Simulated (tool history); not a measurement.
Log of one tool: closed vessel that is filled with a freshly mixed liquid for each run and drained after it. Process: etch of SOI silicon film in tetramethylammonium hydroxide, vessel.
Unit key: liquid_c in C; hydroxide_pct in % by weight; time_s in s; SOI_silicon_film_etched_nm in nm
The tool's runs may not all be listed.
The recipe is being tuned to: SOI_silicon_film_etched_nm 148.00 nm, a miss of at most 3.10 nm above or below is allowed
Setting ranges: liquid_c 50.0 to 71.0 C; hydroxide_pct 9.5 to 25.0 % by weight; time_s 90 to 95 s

{"run": 1, "day": 0.0, "liquid_c": 58.0, "hydroxide_pct": 18.5, "time_s": 90, "SOI_silicon_film_etched_nm": 239.29}
{"run": 2, "day": 0.046, "liquid_c": 57.0, "hydroxide_pct": 18.5, "time_s": 90, "SOI_silicon_film_etched_nm": 224.61}
{"run": 3, "day": 0.429, "liquid_c": 59.5, "hydroxide_pct": 18.5, "time_s": 90, "SOI_silicon_film_etched_nm": 262.55}
{"run": 4, "day": 0.612, "liquid_c": 59.5, "hydroxide_pct": 18.5, "time_s": 90, "SOI_silicon_film_etched_nm": 262.42}
{"run": 5, "day": 0.838, "liquid_c": 59.5, "hydroxide_pct": 18.5, "time_s": 90, "SOI_silicon_film_etched_nm": 261.81}
{"run": 6, "day": 1.167, "liquid_c": 58.5, "hydroxide_pct": 18.5, "time_s": 90, "SOI_silicon_film_etched_nm": 246.26}
{"run": 7, "day": 1.238, "liquid_c": 57.5, "hydroxide_pct": 18.5, "time_s": 90, "SOI_silicon_film_etched_nm": 230.8}
{"run": 8, "day": 1.446, "liquid_c": 56.5, "hydroxide_pct": 18.5, "time_s": 90, "SOI_silicon_film_etched_nm": 216.22}
{"run": 9, "day": 1.708, "liquid_c": 55.5, "hydroxide_pct": 18.5, "time_s": 90, "SOI_silicon_film_etched_nm": 202.88}
{"run": 10, "day": 1.967, "liquid_c": 55.0, "hydroxide_pct": 18.5, "time_s": 90, "SOI_silicon_film_etched_nm": 197.85}
{"run": 11, "day": 2.212, "liquid_c": 55.0, "hydroxide_pct": 18.5, "time_s": 90, "SOI_silicon_film_etched_nm": 197.71}
{"run": 12, "day": 2.429, "liquid_c": 54.5, "hydroxide_pct": 18.5, "time_s": 90, "SOI_silicon_film_etched_nm": 191.16}
{"run": 13, "day": 2.588, "liquid_c": 54.0, "hydroxide_pct": 18.5, "time_s": 90, "SOI_silicon_film_etched_nm": 184.41}
{"run": 14, "day": 2.892, "liquid_c": 54.0, "hydroxide_pct": 18.5, "time_s": 90, "SOI_silicon_film_etched_nm": 185.15}
{"run": 15, "day": 3.192, "liquid_c": 53.5, "hydroxide_pct": 18.5, "time_s": 90, "SOI_silicon_film_etched_nm": 178.23}

Of the 4 settings listed for the next run, only one would bring every result within its allowed miss of target. Which one?
{"run": "A", "day": 3.492, "liquid_c": 52.0, "hydroxide_pct": 22.0, "time_s": 90, "SOI_silicon_film_etched_nm": "?"}
{"run": "B", "day": 3.492, "liquid_c": 51.5, "hydroxide_pct": 19.0, "time_s": 90, "SOI_silicon_film_etched_nm": "?"}
{"run": "C", "day": 3.492, "liquid_c": 51.5, "hydroxide_pct": 18.5, "time_s": 90, "SOI_silicon_film_etched_nm": "?"}
{"run": "D", "day": 3.492, "liquid_c": 51.0, "hydroxide_pct": 18.0, "time_s": 90, "SOI_silicon_film_etched_nm": "?"}

move=A SOI_silicon_film_etched_nm=148.80
move=B SOI_silicon_film_etched_nm=154.64
move=C SOI_silicon_film_etched_nm=156.42
move=D SOI_silicon_film_etched_nm=153.05
A: in spec on every target
B: gains on the last run, yet a result remains outside its allowed miss
C: gains on the last run, yet a result remains outside its allowed miss
D: gains on the last run, yet a result remains outside its allowed miss
Go with A: it meets all targets.

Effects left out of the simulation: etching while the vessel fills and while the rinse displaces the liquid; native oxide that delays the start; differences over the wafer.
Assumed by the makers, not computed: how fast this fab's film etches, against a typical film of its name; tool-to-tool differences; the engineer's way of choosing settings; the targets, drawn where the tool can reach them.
